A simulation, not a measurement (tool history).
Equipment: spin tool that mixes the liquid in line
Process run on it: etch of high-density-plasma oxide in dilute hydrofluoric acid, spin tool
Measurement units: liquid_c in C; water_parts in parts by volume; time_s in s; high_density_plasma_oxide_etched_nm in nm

run	hour	liquid_c	water_parts	time_s	high_density_plasma_oxide_etched_nm
1	0	26	50	120	19.145
2	3.7	24	50	120	17.867
3	10.2	27	50	120	20.056
4	14.7	27	50	130	21.624
5	18.3	29.5	50	130	24.067
6	25.2	27	55	130	19.486
7	30.8	25	55	130	17.753
8	35.6	23.5	55	130	16.742
9	43.3	22	55	130	15.928

Estimate the outcome of run 10 from the log above:
10	44.3	21	55	130	?

high_density_plasma_oxide_etched_nm: 15.386 nm
